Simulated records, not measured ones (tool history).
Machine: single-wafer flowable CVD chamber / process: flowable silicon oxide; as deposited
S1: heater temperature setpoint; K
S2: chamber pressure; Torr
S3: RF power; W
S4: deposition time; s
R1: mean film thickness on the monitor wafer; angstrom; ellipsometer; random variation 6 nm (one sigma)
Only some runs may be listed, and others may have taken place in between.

run,hour,S1,S2,S3,S4,R1
1,0.0,383.15,1.05,2035,904,5955.1
2,1.0,391.15,1.05,2035,904,4791.4
3,5.9,383.15,1.05,2035,904,5998.9
4,7.5,372.15,1.05,2035,904,8229.3
5,12.1,370.15,1.05,2035,904,8706.6
6,16.5,370.15,1.05,1785,904,8515.9
7,24.1,368.15,1.05,1785,904,8915.5

What does the tool deliver on the next run?
# hour 29.6: capacitance manometer re-zeroed and calibrated
8,29.6,367.15,1.05,1785,904,?

{"run 8": {"R1": 8503.5}}
